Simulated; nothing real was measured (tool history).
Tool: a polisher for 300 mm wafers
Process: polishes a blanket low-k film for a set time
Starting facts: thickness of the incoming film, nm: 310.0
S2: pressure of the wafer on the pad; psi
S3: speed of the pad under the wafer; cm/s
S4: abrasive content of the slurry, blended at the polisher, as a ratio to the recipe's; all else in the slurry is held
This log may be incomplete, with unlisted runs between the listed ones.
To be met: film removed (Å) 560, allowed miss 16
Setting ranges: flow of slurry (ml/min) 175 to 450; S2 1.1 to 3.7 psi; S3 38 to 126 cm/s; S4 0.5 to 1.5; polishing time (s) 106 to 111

Run 1, hour 0: flow of slurry (ml/min) 290, S2 2.4 psi, S3 82 cm/s, S4 1, polishing time (s) 106. Result: film removed (Å) 442.24.
Run 2, hour 2.8: flow of slurry (ml/min) 290, S2 2.4 psi, S3 82 cm/s, S4 1, polishing time (s) 106. Result: film removed (Å) 433.98.
Run 3, hour 9.8: flow of slurry (ml/min) 290, S2 2.6 psi, S3 82 cm/s, S4 1, polishing time (s) 106. Result: film removed (Å) 470.2.
Run 4, hour 12: flow of slurry (ml/min) 290, S2 2.7 psi, S3 82 cm/s, S4 1, polishing time (s) 106. Result: film removed (Å) 490.06.
Run 5, hour 14: flow of slurry (ml/min) 290, S2 2.7 psi, S3 82 cm/s, S4 1, polishing time (s) 111. Result: film removed (Å) 504.06.
Run 6, hour 16.4: flow of slurry (ml/min) 290, S2 2.7 psi, S3 66 cm/s, S4 1, polishing time (s) 111. Result: film removed (Å) 429.06.
Run 7, hour 22.3: flow of slurry (ml/min) 290, S2 2.9 psi, S3 66 cm/s, S4 1, polishing time (s) 111. Result: film removed (Å) 454.38.
Run 8, hour 25.5: flow of slurry (ml/min) 290, S2 3.1 psi, S3 66 cm/s, S4 1, polishing time (s) 111. Result: film removed (Å) 483.47.
Run 9, hour 30.8: flow of slurry (ml/min) 290, S2 3.2 psi, S3 66 cm/s, S4 1, polishing time (s) 111. Result: film removed (Å) 491.2.
Run 10, hour 38.5: flow of slurry (ml/min) 290, S2 3.3 psi, S3 66 cm/s, S4 1, polishing time (s) 111. Result: film removed (Å) 511.17.

Exercise: of the 4 proposed moves below, exactly one satisfies all targets within the stated allowed misses. Which move is it?
Run A, hour 46.2: flow of slurry (ml/min) 295, S2 3.5 psi, S3 76 cm/s, S4 1, polishing time (s) 111. Result: film removed (Å) ?.
Run B, hour 46.2: flow of slurry (ml/min) 360, S2 3.3 psi, S3 56 cm/s, S4 1, polishing time (s) 111. Result: film removed (Å) ?.
Run C, hour 46.2: flow of slurry (ml/min) 300, S2 3.6 psi, S3 56 cm/s, S4 1.35, polishing time (s) 107. Result: film removed (Å) ?.
Run D, hour 46.2: flow of slurry (ml/min) 245, S2 3.6 psi, S3 70 cm/s, S4 0.95, polishing time (s) 111. Result: film removed (Å) ?.

move  film removed (Å)
   A            604.63
   B            454.65
   C            536.06
   D            559.55
A: moves the result that the last run missed by most past its target, out the other side
B: the biggest miss grows against the last run
C: nearer than the last run, and not there yet
D: every result within its allowed miss
Move D is the one to make.

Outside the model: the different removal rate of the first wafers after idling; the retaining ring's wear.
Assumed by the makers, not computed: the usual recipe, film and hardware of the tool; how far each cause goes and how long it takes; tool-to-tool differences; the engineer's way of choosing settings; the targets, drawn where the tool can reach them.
